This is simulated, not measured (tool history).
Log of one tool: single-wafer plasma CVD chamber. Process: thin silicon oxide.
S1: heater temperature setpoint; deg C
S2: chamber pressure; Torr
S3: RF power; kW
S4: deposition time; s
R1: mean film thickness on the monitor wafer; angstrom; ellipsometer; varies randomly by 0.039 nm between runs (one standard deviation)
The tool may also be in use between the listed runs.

run 1 hour=0.0 | S1=420 S2=0.895 S3=0.305 S4=6.32 | R1=137.560
run 2 hour=5.5 | S1=420 S2=0.804 S3=0.305 S4=6.32 | R1=124.300
run 3 hour=10.3 | S1=420 S2=0.753 S3=0.305 S4=6.32 | R1=115.220
run 4 hour=17.5 | S1=413 S2=0.753 S3=0.305 S4=6.32 | R1=114.870
run 5 hour=24.7 | S1=413 S2=0.637 S3=0.305 S4=6.32 | R1=92.737
run 6 hour=26.8 | S1=413 S2=0.537 S3=0.305 S4=6.32 | R1=73.531
run 7 hour=33.7 | S1=413 S2=0.595 S3=0.305 S4=6.32 | R1=84.912
run 8 hour=38.3 | S1=413 S2=0.633 S3=0.305 S4=6.32 | R1=92.627
run 9 hour=46.0 | S1=413 S2=0.633 S3=0.305 S4=6.32 | R1=91.862
run 10 hour=53.0 | S1=411 S2=0.655 S3=0.305 S4=6.32 | R1=96.740
run 11 hour=59.8 | S1=407 S2=0.660 S3=0.305 S4=6.32 | R1=98.109

Run 12 has not been measured yet. What should we expect?
run 12 hour=61.6 | S1=405 S2=0.668 S3=0.305 S4=6.32 | R1=?

{"run 12": {"R1": 98.808}}

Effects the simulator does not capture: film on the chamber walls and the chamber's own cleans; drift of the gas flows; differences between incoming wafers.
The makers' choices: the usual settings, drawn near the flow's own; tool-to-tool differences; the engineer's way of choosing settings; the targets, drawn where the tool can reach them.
